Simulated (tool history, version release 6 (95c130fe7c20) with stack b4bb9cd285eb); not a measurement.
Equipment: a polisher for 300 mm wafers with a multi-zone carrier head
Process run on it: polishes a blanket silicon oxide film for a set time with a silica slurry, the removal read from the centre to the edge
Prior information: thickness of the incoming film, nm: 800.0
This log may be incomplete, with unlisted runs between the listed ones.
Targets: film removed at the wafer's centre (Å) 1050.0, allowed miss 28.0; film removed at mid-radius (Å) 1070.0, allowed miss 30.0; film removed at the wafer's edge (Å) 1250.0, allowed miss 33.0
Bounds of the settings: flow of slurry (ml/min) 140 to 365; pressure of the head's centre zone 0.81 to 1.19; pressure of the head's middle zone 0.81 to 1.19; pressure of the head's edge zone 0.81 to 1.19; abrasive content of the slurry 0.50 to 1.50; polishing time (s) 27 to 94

| run | hour | flow of slurry (ml/min) | pressure of the head's centre zone | pressure of the head's middle zone | pressure of the head's edge zone | abrasive content of the slurry | polishing time (s) | film removed at the wafer's centre (Å) | film removed at mid-radius (Å) | film removed at the wafer's edge (Å) |
|---|---|---|---|---|---|---|---|---|---|---|
| 1 | 0.0 | 235 | 1.00 | 1.00 | 1.00 | 1.00 | 60 | 2934.7 | 2581.9 | 2609.7 |
| 2 | 6.3 | 235 | 0.96 | 1.00 | 1.00 | 1.00 | 60 | 2754.9 | 2588.9 | 2603.7 |
| 3 | 7.1 | 200 | 0.96 | 1.00 | 1.00 | 1.00 | 60 | 2731.5 | 2520.3 | 2563.4 |
| 4 | 12.5 | 195 | 0.93 | 0.98 | 1.02 | 0.90 | 54 | 2280.5 | 2135.4 | 2228.4 |
| 5 | 17.9 | 190 | 0.91 | 0.97 | 1.05 | 0.80 | 49 | 1872.9 | 1834.4 | 1936.8 |
|  | 19.2 | centre zone pressure recalibrated |
| 6 | 19.2 | 185 | 0.89 | 0.95 | 1.06 | 0.75 | 46 | 1479.3 | 1624.5 | 1725.3 |
| 7 | 25.9 | 180 | 0.91 | 0.92 | 1.05 | 0.70 | 45 | 1433.5 | 1477.6 | 1618.5 |
| 8 | 32.0 | 175 | 0.91 | 0.90 | 1.04 | 0.65 | 45 | 1369.7 | 1370.9 | 1521.5 |
| 9 | 37.4 | 175 | 0.91 | 0.90 | 1.04 | 0.65 | 45 | 1349.5 | 1359.7 | 1560.2 |
| 10 | 43.3 | 180 | 0.90 | 0.89 | 1.00 | 0.60 | 45 | 1282.5 | 1291.6 | 1460.6 |
| 11 | 43.9 | 175 | 0.88 | 0.88 | 0.97 | 0.60 | 45 | 1258.6 | 1291.7 | 1427.2 |
| 12 | 47.4 | 170 | 0.88 | 0.87 | 0.96 | 0.60 | 45 | 1250.4 | 1270.3 | 1428.4 |
| 13 | 52.3 | 165 | 0.87 | 0.86 | 0.95 | 0.60 | 45 | 1230.9 | 1236.3 | 1395.3 |

Which single option among these 4 for the next run brings every result within its allowed miss of target? Just one does.
| A | 57.2 | 180 | 0.89 | 0.81 | 0.95 | 0.65 | 38 | ? | ? | ? |
| B | 57.2 | 140 | 0.88 | 0.89 | 0.96 | 0.70 | 37 | ? | ? | ? |
| C | 57.2 | 160 | 0.94 | 1.06 | 0.81 | 0.70 | 42 | ? | ? | ? |
| D | 57.2 | 140 | 0.83 | 0.81 | 0.91 | 0.60 | 41 | ? | ? | ? |

| move | film removed at the wafer's centre (Å) | film removed at mid-radius (Å) | film removed at the wafer's edge (Å) |
|---|---|---|---|
| A | 1139.5 | 1069.9 | 1278.3 |
| B | 1105.6 | 1138.1 | 1274.3 |
| C | 1369.1 | 1522.2 | 1352.8 |
| D | 1054.5 | 1066.8 | 1259.6 |
A: better than the last run, though not everything is in spec
B: better than the last run, though not everything is in spec
C: its largest miss is bigger than the last run's
D: all results in spec
The right move is D.
